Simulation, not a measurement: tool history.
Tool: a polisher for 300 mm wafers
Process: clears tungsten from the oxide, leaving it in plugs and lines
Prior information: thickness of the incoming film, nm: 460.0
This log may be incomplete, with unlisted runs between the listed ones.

run,hour,flow of slurry (ml/min),pressure of the wafer on the pad (psi),speed of the pad under the wafer (cm/s),abrasive content of the slurry,overpolish time after the end point (s),time until the end point was called (s)
1,0.0,300,4.0,126,1.0,9,80.326
2,7.6,300,4.4,128,1.0,9,70.563
3,11.2,300,4.4,140,1.0,9,65.972
4,18.1,300,4.4,114,1.0,9,81.640
5,24.6,300,4.7,118,1.0,9,72.592
6,30.5,300,4.9,122,1.0,9,68.665
7,35.0,300,5.1,126,1.0,9,63.380
8,39.4,300,5.3,130,1.0,9,59.675
9,43.3,300,5.4,134,1.0,9,56.235
10,48.9,300,5.5,136,1.0,9,54.571
11,54.9,300,5.6,138,1.0,9,54.194

Run 12 comes next. What will it give?
12,60.2,300,5.7,142,1.0,9,?

{"run 12": {"time until the end point was called (s)": 50.29}}

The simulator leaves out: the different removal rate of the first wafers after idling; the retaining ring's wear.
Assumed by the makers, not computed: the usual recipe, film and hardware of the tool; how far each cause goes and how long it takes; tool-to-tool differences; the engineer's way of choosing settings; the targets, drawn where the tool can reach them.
